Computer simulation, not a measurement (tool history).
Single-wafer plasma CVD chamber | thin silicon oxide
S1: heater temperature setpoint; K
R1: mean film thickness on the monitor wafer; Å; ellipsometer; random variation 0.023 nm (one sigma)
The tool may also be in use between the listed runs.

{"run": 1, "hour": 0.0, "S1": 658.15, "chamber pressure (mTorr)": 540, "RF power (W)": 290, "deposition time (s)": 5.46, "R1": 72.729}
{"run": 2, "hour": 0.9, "S1": 658.15, "chamber pressure (mTorr)": 488, "RF power (W)": 290, "deposition time (s)": 5.46, "R1": 65.539}
{"run": 3, "hour": 9.4, "S1": 664.15, "chamber pressure (mTorr)": 488, "RF power (W)": 290, "deposition time (s)": 5.46, "R1": 64.811}
{"run": 4, "hour": 10.3, "S1": 664.15, "chamber pressure (mTorr)": 488, "RF power (W)": 290, "deposition time (s)": 5.46, "R1": 65.729}
{"run": 5, "hour": 17.2, "S1": 664.15, "chamber pressure (mTorr)": 488, "RF power (W)": 290, "deposition time (s)": 5.46, "R1": 65.106}
{"run": 6, "hour": 25.8, "S1": 664.15, "chamber pressure (mTorr)": 488, "RF power (W)": 290, "deposition time (s)": 5.46, "R1": 65.419}
{"run": 7, "hour": 31.2, "S1": 664.15, "chamber pressure (mTorr)": 451, "RF power (W)": 290, "deposition time (s)": 5.46, "R1": 60.782}

The next listed run, before its measurement:
{"run": 8, "hour": 34.6, "S1": 664.15, "chamber pressure (mTorr)": 424, "RF power (W)": 290, "deposition time (s)": 5.46, "R1": "?"}

Run 8 gave R1 57.123 Å.

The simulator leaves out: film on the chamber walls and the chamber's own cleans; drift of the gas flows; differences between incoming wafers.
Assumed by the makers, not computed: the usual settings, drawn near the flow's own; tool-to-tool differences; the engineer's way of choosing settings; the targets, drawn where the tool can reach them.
